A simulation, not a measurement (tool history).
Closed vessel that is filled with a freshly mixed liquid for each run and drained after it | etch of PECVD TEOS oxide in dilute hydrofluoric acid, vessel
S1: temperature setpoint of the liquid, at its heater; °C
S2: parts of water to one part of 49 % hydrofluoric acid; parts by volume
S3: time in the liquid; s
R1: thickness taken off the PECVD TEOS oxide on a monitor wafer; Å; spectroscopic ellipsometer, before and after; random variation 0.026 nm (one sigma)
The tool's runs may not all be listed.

run	hour	S1	S2	S3	R1
1	0	24	300	320	70.502
2	2.6	25.5	300	320	75.138
3	6.3	25.5	210	320	117.53
4	15.8	25.5	275	320	83.669
5	23.2	23	300	320	67.814
6	26	24	300	320	70.695
7	35.2	22	315	320	62.331

Run 8 is up next; what results do you expect?
8	41.2	20.5	330	320	?

Run 8 produced R1 55.081 Å.

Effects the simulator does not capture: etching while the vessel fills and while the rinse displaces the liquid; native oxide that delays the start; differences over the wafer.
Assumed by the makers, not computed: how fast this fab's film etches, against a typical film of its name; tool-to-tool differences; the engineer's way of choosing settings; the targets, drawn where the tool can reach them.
